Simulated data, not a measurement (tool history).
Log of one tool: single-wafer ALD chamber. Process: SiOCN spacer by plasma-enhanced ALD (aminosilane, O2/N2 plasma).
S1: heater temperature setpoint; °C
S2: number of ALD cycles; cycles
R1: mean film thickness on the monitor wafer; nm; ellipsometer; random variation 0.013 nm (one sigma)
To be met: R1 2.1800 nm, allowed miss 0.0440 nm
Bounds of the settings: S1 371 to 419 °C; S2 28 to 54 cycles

{"run": 1, "hour": 0.0, "S1": 395, "S2": 41, "R1": 2.4884}
{"run": 2, "hour": 8.3, "S1": 401, "S2": 41, "R1": 2.4436}
{"run": 3, "hour": 12.1, "S1": 401, "S2": 45, "R1": 2.6491}
{"run": 4, "hour": 12.9, "S1": 401, "S2": 51, "R1": 2.9756}
{"run": 5, "hour": 14.8, "S1": 408, "S2": 51, "R1": 2.9138}
{"run": 6, "hour": 23.2, "S1": 416, "S2": 51, "R1": 2.8589}
{"run": 7, "hour": 26.9, "S1": 416, "S2": 49, "R1": 2.7256}
{"run": 8, "hour": 28.5, "S1": 416, "S2": 48, "R1": 2.7167}
{"run": 9, "hour": 29.6, "S1": 416, "S2": 46, "R1": 2.5825}
{"run": 10, "hour": 35.0, "S1": 416, "S2": 45, "R1": 2.5204}
{"run": 11, "hour": 36.4, "S1": 416, "S2": 44, "R1": 2.4765}
{"run": 12, "hour": 39.3, "S1": 416, "S2": 43, "R1": 2.4059}
{"run": 13, "hour": 46.4, "S1": 416, "S2": 43, "R1": 2.4314}
{"run": 14, "hour": 54.1, "S1": 416, "S2": 42, "R1": 2.3437}
{"run": 15, "hour": 59.9, "S1": 417, "S2": 40, "R1": 2.2366}

Which of these 4 next moves meets every target?
{"run": "A", "hour": 65.7, "S1": 411, "S2": 41, "R1": "?"}
{"run": "B", "hour": 65.7, "S1": 419, "S2": 41, "R1": "?"}
{"run": "C", "hour": 65.7, "S1": 419, "S2": 39, "R1": "?"}
{"run": "D", "hour": 65.7, "S1": 418, "S2": 41, "R1": "?"}

move=A R1=2.3397
move=B R1=2.2718
move=C R1=2.1609
move=D R1=2.2803
A: further off than the last run
B: further off than the last run
C: meets every target
D: further off than the last run
Move C is the one to make.
